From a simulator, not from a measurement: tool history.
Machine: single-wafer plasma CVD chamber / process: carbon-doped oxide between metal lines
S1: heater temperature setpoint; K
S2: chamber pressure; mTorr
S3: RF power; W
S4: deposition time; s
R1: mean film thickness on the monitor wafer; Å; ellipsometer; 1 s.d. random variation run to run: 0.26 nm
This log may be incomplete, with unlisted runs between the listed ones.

run,day,S1,S2,S3,S4,R1
1,0.000,608.15,6200,520,10.49,584.15
2,0.362,611.15,6010,495,10.49,554.54
3,0.558,611.15,6860,495,10.49,563.67
4,0.875,611.15,5830,495,10.49,543.80
5,1.233,614.15,5610,490,10.49,538.78
6,1.521,614.15,5110,490,10.49,529.98
7,1.738,616.15,4880,485,10.49,523.51

Run 8 is up next; what results do you expect?
8,1.971,618.15,4700,475,10.49,?

R1: 503.79 Å

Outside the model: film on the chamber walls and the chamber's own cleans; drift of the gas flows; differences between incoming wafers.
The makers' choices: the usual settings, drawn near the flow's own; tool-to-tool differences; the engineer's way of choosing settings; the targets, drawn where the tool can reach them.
